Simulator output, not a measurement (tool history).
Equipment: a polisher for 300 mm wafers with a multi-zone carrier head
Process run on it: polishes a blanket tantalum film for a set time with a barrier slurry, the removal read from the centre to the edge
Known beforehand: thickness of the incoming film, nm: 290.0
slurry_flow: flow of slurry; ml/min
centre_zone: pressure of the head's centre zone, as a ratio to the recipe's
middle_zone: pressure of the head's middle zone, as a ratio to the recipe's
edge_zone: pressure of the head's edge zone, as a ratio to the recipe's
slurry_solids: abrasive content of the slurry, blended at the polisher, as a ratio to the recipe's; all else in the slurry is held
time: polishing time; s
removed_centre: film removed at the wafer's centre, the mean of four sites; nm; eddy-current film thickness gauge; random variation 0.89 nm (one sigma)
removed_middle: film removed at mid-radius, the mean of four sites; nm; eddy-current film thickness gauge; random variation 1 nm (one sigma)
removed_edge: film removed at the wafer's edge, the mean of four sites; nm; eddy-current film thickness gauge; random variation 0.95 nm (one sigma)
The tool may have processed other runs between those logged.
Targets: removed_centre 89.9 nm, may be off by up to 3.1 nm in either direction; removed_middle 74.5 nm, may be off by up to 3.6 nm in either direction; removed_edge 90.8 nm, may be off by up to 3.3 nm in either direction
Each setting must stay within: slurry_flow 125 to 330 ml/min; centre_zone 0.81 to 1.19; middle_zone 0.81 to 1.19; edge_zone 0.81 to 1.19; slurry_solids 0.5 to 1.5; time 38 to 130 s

Run 1, hour 0: slurry_flow 210 ml/min, centre_zone 1, middle_zone 1, edge_zone 1, slurry_solids 1, time 84 s. Result: removed_centre 106.03 nm, removed_middle 105.03 nm, removed_edge 104.73 nm.
Run 2, hour 1.3: slurry_flow 205 ml/min, centre_zone 1, middle_zone 0.98, edge_zone 1, slurry_solids 0.95, time 84 s. Result: removed_centre 101.2 nm, removed_middle 102.31 nm, removed_edge 102.42 nm.
Run 3, hour 10.1: slurry_flow 205 ml/min, centre_zone 1, middle_zone 0.92, edge_zone 1, slurry_solids 0.95, time 84 s. Result: removed_centre 103.39 nm, removed_middle 97.09 nm, removed_edge 103.9 nm.
Run 4, hour 13.5: slurry_flow 200 ml/min, centre_zone 1.01, middle_zone 0.91, edge_zone 1.01, slurry_solids 0.9, time 83 s. Result: removed_centre 99.388 nm, removed_middle 95.631 nm, removed_edge 101.19 nm.
Run 5, hour 21.4: slurry_flow 255 ml/min, centre_zone 1.01, middle_zone 0.91, edge_zone 1.01, slurry_solids 0.9, time 83 s. Result: removed_centre 102.43 nm, removed_middle 97.319 nm, removed_edge 103.61 nm.
Run 6, hour 23.4: slurry_flow 255 ml/min, centre_zone 1.01, middle_zone 0.91, edge_zone 0.93, slurry_solids 0.9, time 83 s. Result: removed_centre 105.26 nm, removed_middle 97.64 nm, removed_edge 98.458 nm.
Run 7, hour 24.3: slurry_flow 250 ml/min, centre_zone 1.02, middle_zone 0.9, edge_zone 0.95, slurry_solids 0.85, time 82 s. Result: removed_centre 103.73 nm, removed_middle 94.99 nm, removed_edge 98.59 nm.
Run 8, hour 30: slurry_flow 245 ml/min, centre_zone 1.03, middle_zone 0.89, edge_zone 0.97, slurry_solids 0.8, time 81 s. Result: removed_centre 100.91 nm, removed_middle 89.175 nm, removed_edge 94.184 nm.
Run 9, hour 34.7: slurry_flow 240 ml/min, centre_zone 1.03, middle_zone 0.88, edge_zone 0.98, slurry_solids 0.75, time 81 s. Result: removed_centre 95.753 nm, removed_middle 86.098 nm, removed_edge 92.922 nm.
Run 10, hour 41: slurry_flow 195 ml/min, centre_zone 1.09, middle_zone 0.81, edge_zone 1.05, slurry_solids 0.65, time 79 s. Result: removed_centre 92.141 nm, removed_middle 71.194 nm, removed_edge 85.601 nm.

Consider the 5 candidate settings below. Which is the only one whose results all fall within their allowed miss of target?
Run A, hour 47.3: slurry_flow 215 ml/min, centre_zone 1.05, middle_zone 0.82, edge_zone 1.07, slurry_solids 0.65, time 76 s. Result: removed_centre ?, removed_middle ?, removed_edge ?.
Run B, hour 47.3: slurry_flow 200 ml/min, centre_zone 1.18, middle_zone 0.81, edge_zone 1.1, slurry_solids 0.6, time 75 s. Result: removed_centre ?, removed_middle ?, removed_edge ?.
Run C, hour 47.3: slurry_flow 195 ml/min, centre_zone 1.05, middle_zone 0.81, edge_zone 1.08, slurry_solids 0.55, time 87 s. Result: removed_centre ?, removed_middle ?, removed_edge ?.
Run D, hour 47.3: slurry_flow 175 ml/min, centre_zone 1.11, middle_zone 0.81, edge_zone 1.07, slurry_solids 0.65, time 77 s. Result: removed_centre ?, removed_middle ?, removed_edge ?.
Run E, hour 47.3: slurry_flow 235 ml/min, centre_zone 1.14, middle_zone 0.93, edge_zone 1.03, slurry_solids 0.8, time 67 s. Result: removed_centre ?, removed_middle ?, removed_edge ?.

move  removed_centre  removed_middle  removed_edge
   A          86.256           69.92         83.83
   B          91.429          65.283         80.46
   C          90.309          72.613        88.702
   D           88.92          67.744        82.809
   E          90.678          74.874        79.072
A: misses by more than the last run did
B: misses by more than the last run did
C: in spec on every target
D: misses by more than the last run did
E: misses by more than the last run did
The right move is C.

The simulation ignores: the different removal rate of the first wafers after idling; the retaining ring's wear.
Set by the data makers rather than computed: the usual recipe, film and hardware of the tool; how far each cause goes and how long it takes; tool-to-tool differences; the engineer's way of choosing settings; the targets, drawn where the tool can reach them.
